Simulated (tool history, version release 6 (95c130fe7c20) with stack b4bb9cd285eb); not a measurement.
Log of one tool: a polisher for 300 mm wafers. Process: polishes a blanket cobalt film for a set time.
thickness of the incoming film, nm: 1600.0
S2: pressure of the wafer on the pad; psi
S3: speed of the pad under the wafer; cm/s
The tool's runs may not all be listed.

{"run": 1, "hour": 0.0, "flow of slurry (ml/min)": 300, "S2": 2.4, "S3": 94, "polishing time (s)": 37, "film removed (nm)": 204.75}
{"run": 2, "hour": 8.9, "flow of slurry (ml/min)": 300, "S2": 2.2, "S3": 94, "polishing time (s)": 37, "film removed (nm)": 190.41}
{"run": 3, "hour": 13.4, "flow of slurry (ml/min)": 300, "S2": 2.0, "S3": 94, "polishing time (s)": 37, "film removed (nm)": 172.13}
{"run": 4, "hour": 14.7, "flow of slurry (ml/min)": 300, "S2": 2.4, "S3": 94, "polishing time (s)": 37, "film removed (nm)": 204.37}
{"run": 5, "hour": 15.5, "flow of slurry (ml/min)": 300, "S2": 2.2, "S3": 94, "polishing time (s)": 37, "film removed (nm)": 191.1}
{"run": 6, "hour": 23.1, "flow of slurry (ml/min)": 300, "S2": 2.2, "S3": 94, "polishing time (s)": 37, "film removed (nm)": 186.19}

Forecast run 7:
{"run": 7, "hour": 26.6, "flow of slurry (ml/min)": 300, "S2": 2.0, "S3": 94, "polishing time (s)": 37, "film removed (nm)": "?"}

{"run 7": {"film removed (nm)": 171.15}}
